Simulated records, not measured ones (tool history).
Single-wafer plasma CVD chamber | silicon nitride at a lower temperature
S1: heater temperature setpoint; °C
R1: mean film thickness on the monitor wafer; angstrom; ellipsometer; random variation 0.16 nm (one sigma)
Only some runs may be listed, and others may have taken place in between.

{"run": 1, "hour": 0.0, "S1": 375, "chamber pressure (mTorr)": 2030, "RF power (kW)": 0.275, "deposition time (s)": 29.6, "R1": 337.69}
{"run": 2, "hour": 4.7, "S1": 375, "chamber pressure (mTorr)": 2030, "RF power (kW)": 0.315, "deposition time (s)": 29.6, "R1": 377.47}
{"run": 3, "hour": 9.5, "S1": 375, "chamber pressure (mTorr)": 1880, "RF power (kW)": 0.295, "deposition time (s)": 29.5, "R1": 349.86}
{"run": 4, "hour": 14.4, "S1": 375, "chamber pressure (mTorr)": 1760, "RF power (kW)": 0.28, "deposition time (s)": 29.4, "R1": 320.86}
{"run": 5, "hour": 17.3, "S1": 375, "chamber pressure (mTorr)": 1500, "RF power (kW)": 0.28, "deposition time (s)": 29.4, "R1": 301.23}
{"run": 6, "hour": 19.1, "S1": 375, "chamber pressure (mTorr)": 1500, "RF power (kW)": 0.28, "deposition time (s)": 29.6, "R1": 303.99}

Run 7 has not been measured yet. What should we expect?
{"run": 7, "hour": 20.2, "S1": 375, "chamber pressure (mTorr)": 1430, "RF power (kW)": 0.28, "deposition time (s)": 29.6, "R1": "?"}

{"run 7": {"R1": 296.2}}

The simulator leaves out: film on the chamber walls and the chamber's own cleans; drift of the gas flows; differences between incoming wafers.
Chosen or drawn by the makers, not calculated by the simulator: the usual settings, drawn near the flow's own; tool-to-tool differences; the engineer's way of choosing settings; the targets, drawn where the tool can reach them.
